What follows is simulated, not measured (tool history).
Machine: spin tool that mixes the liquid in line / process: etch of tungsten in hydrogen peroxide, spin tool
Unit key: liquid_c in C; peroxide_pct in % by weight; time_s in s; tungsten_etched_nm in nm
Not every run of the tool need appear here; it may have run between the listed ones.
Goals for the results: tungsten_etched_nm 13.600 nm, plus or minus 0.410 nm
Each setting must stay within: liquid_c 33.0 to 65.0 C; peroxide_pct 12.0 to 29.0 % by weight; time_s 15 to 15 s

run 1 hour=0.0 | liquid_c=49.0 peroxide_pct=19.5 time_s=15 | tungsten_etched_nm=30.001
run 2 hour=3.6 | liquid_c=46.5 peroxide_pct=19.5 time_s=15 | tungsten_etched_nm=26.262
run 3 hour=7.8 | liquid_c=44.0 peroxide_pct=19.5 time_s=15 | tungsten_etched_nm=22.243
run 4 hour=8.5 | liquid_c=44.0 peroxide_pct=21.0 time_s=15 | tungsten_etched_nm=22.881
run 5 hour=11.6 | liquid_c=42.5 peroxide_pct=21.0 time_s=15 | tungsten_etched_nm=21.032
-- hour=15.4 thermometer replaced
run 6 hour=15.4 | liquid_c=41.0 peroxide_pct=21.0 time_s=15 | tungsten_etched_nm=21.135
run 7 hour=20.9 | liquid_c=39.5 peroxide_pct=20.5 time_s=15 | tungsten_etched_nm=18.947
run 8 hour=27.4 | liquid_c=38.0 peroxide_pct=20.0 time_s=15 | tungsten_etched_nm=16.822
run 9 hour=30.9 | liquid_c=37.0 peroxide_pct=20.0 time_s=15 | tungsten_etched_nm=16.015
run 10 hour=37.5 | liquid_c=36.5 peroxide_pct=20.0 time_s=15 | tungsten_etched_nm=15.201
run 11 hour=43.1 | liquid_c=36.0 peroxide_pct=20.0 time_s=15 | tungsten_etched_nm=14.848
run 12 hour=51.5 | liquid_c=35.5 peroxide_pct=20.0 time_s=15 | tungsten_etched_nm=14.203

Exactly one of the 5 candidate moves below puts every result within its allowed miss. Which one?
run A hour=59.9 | liquid_c=38.0 peroxide_pct=16.5 time_s=15 | tungsten_etched_nm=?
run B hour=59.9 | liquid_c=36.5 peroxide_pct=20.0 time_s=15 | tungsten_etched_nm=?
run C hour=59.9 | liquid_c=35.5 peroxide_pct=21.5 time_s=15 | tungsten_etched_nm=?
run D hour=59.9 | liquid_c=35.0 peroxide_pct=22.5 time_s=15 | tungsten_etched_nm=?
run E hour=59.9 | liquid_c=35.0 peroxide_pct=19.5 time_s=15 | tungsten_etched_nm=?

move=A tungsten_etched_nm=15.255
move=B tungsten_etched_nm=15.207
move=C tungsten_etched_nm=14.748
move=D tungsten_etched_nm=14.590
move=E tungsten_etched_nm=13.582
A: lands further from the targets than the last run did
B: lands further from the targets than the last run did
C: lands further from the targets than the last run did
D: lands further from the targets than the last run did
E: every result within its allowed miss
So the answer is move E, the one that meets all the targets.
